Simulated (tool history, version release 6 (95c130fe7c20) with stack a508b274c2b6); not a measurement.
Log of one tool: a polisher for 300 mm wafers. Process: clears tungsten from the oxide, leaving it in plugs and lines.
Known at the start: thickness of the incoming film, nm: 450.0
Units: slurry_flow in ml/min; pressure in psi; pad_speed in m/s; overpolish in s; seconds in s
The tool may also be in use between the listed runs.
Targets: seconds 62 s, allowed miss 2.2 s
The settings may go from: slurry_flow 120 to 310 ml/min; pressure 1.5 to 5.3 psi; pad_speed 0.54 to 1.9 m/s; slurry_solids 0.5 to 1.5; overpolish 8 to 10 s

run 1 day=0 | slurry_flow=200 pressure=3.4 pad_speed=1.22 slurry_solids=1 overpolish=10 | seconds=93.049
run 2 day=0.042 | slurry_flow=200 pressure=3.4 pad_speed=1.22 slurry_solids=1.1 overpolish=10 | seconds=92.002
run 3 day=0.25 | slurry_flow=200 pressure=3.4 pad_speed=1.12 slurry_solids=1.1 overpolish=10 | seconds=94.789
run 4 day=0.517 | slurry_flow=200 pressure=3.6 pad_speed=1.12 slurry_solids=1.1 overpolish=10 | seconds=94.727
run 5 day=0.638 | slurry_flow=200 pressure=3.6 pad_speed=1.22 slurry_solids=1.1 overpolish=10 | seconds=90.025
run 6 day=0.892 | slurry_flow=200 pressure=3.6 pad_speed=1.22 slurry_solids=0.95 overpolish=10 | seconds=92.674
run 7 day=1.096 | slurry_flow=200 pressure=3.9 pad_speed=1.24 slurry_solids=0.95 overpolish=10 | seconds=85.68
run 8 day=1.121 | slurry_flow=200 pressure=4.2 pad_speed=1.26 slurry_solids=0.95 overpolish=10 | seconds=80.803
run 9 day=1.35 | slurry_flow=210 pressure=5.2 pad_speed=1.3 slurry_solids=0.95 overpolish=10 | seconds=67.584
run 10 day=1.446 | slurry_flow=210 pressure=5.2 pad_speed=1.32 slurry_solids=0.95 overpolish=10 | seconds=68.61
run 11 day=1.804 | slurry_flow=210 pressure=5.2 pad_speed=1.34 slurry_solids=0.95 overpolish=10 | seconds=66.925
run 12 day=1.838 | slurry_flow=210 pressure=5.2 pad_speed=1.36 slurry_solids=0.95 overpolish=10 | seconds=66.442
run 13 day=2.154 | slurry_flow=210 pressure=5.2 pad_speed=1.38 slurry_solids=0.95 overpolish=10 | seconds=65.579

Which of these 4 next moves meets every target?
run A day=2.471 | slurry_flow=180 pressure=5 pad_speed=1.3 slurry_solids=0.95 overpolish=10 | seconds=?
run B day=2.471 | slurry_flow=220 pressure=5.2 pad_speed=1.28 slurry_solids=0.95 overpolish=8 | seconds=?
run C day=2.471 | slurry_flow=305 pressure=4.8 pad_speed=1.18 slurry_solids=1 overpolish=8 | seconds=?
run D day=2.471 | slurry_flow=220 pressure=5.3 pad_speed=1.42 slurry_solids=0.95 overpolish=9 | seconds=?

move=A seconds=70.906
move=B seconds=68.437
move=C seconds=73.697
move=D seconds=62.891
A: further off than the last run
B: further off than the last run
C: further off than the last run
D: meets every target
Answer: D
